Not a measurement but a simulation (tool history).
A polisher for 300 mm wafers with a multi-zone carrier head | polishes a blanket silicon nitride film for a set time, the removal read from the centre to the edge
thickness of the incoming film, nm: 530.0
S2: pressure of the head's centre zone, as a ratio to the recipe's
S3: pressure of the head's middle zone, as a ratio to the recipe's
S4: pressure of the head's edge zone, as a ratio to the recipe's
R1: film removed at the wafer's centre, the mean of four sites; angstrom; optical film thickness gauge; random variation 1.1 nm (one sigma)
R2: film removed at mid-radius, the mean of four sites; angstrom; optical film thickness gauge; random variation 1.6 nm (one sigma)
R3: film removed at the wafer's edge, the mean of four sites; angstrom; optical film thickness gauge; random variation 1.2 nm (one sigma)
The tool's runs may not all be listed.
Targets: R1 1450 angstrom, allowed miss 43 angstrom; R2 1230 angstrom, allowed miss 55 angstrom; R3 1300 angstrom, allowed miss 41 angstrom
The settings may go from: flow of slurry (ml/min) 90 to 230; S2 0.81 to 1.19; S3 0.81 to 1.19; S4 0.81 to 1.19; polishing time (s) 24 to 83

{"run": 1, "hour": 0.0, "flow of slurry (ml/min)": 150, "S2": 1, "S3": 1, "S4": 1, "polishing time (s)": 53, "R1": 1538, "R2": 1517.4, "R3": 1600.7}
{"run": 2, "hour": 3.6, "flow of slurry (ml/min)": 150, "S2": 1, "S3": 0.95, "S4": 1, "polishing time (s)": 53, "R1": 1551.3, "R2": 1515, "R3": 1583.5}
{"run": 3, "hour": 5.0, "flow of slurry (ml/min)": 150, "S2": 1, "S3": 0.95, "S4": 1, "polishing time (s)": 65, "R1": 1896, "R2": 1809.5, "R3": 1945.6}
{"run": 4, "hour": 12.4, "flow of slurry (ml/min)": 150, "S2": 1, "S3": 0.95, "S4": 1, "polishing time (s)": 76, "R1": 2195.7, "R2": 2096.6, "R3": 2293.7}
{"run": 5, "hour": 20.8, "flow of slurry (ml/min)": 145, "S2": 1.01, "S3": 0.93, "S4": 0.97, "polishing time (s)": 69, "R1": 2007.5, "R2": 1913.8, "R3": 2061.9}
{"run": 6, "hour": 21.6, "flow of slurry (ml/min)": 155, "S2": 1.03, "S3": 0.92, "S4": 0.98, "polishing time (s)": 62, "R1": 1854.1, "R2": 1717.5, "R3": 1860.2}
{"run": 7, "hour": 24.0, "flow of slurry (ml/min)": 155, "S2": 1.05, "S3": 0.91, "S4": 0.97, "polishing time (s)": 57, "R1": 1751.2, "R2": 1557.8, "R3": 1705.8}
{"hour": 25.2, "done": "slurry nozzle cleaned"}
{"run": 8, "hour": 25.2, "flow of slurry (ml/min)": 150, "S2": 1.06, "S3": 0.91, "S4": 0.94, "polishing time (s)": 54, "R1": 1817.5, "R2": 1643.3, "R3": 1693.8}

Which of these 5 next moves meets every target?
{"run": "A", "hour": 26.4, "flow of slurry (ml/min)": 200, "S2": 1.08, "S3": 0.89, "S4": 0.95, "polishing time (s)": 40, "R1": "?", "R2": "?", "R3": "?"}
{"run": "B", "hour": 26.4, "flow of slurry (ml/min)": 125, "S2": 0.89, "S3": 0.97, "S4": 0.92, "polishing time (s)": 49, "R1": "?", "R2": "?", "R3": "?"}
{"run": "C", "hour": 26.4, "flow of slurry (ml/min)": 125, "S2": 0.84, "S3": 1, "S4": 1.09, "polishing time (s)": 79, "R1": "?", "R2": "?", "R3": "?"}
{"run": "D", "hour": 26.4, "flow of slurry (ml/min)": 150, "S2": 1, "S3": 0.86, "S4": 0.89, "polishing time (s)": 43, "R1": "?", "R2": "?", "R3": "?"}
{"run": "E", "hour": 26.4, "flow of slurry (ml/min)": 160, "S2": 1.19, "S3": 0.82, "S4": 1.1, "polishing time (s)": 38, "R1": "?", "R2": "?", "R3": "?"}

move=A R1=1465.1 R2=1265 R3=1317.7
move=B R1=1365.5 R2=1488.8 R3=1484.1
move=C R1=2096.3 R2=2446.9 R3=2596.3
move=D R1=1389.7 R2=1265.7 R3=1323.7
move=E R1=1451.4 R2=1100.3 R3=1308
A: meets every target
B: nearer than the last run, and not there yet
C: further off than the last run
D: brings the result that was furthest off to its target, and leaves another outside
E: brings the result that was furthest off to its target, and leaves another outside
Answer: A
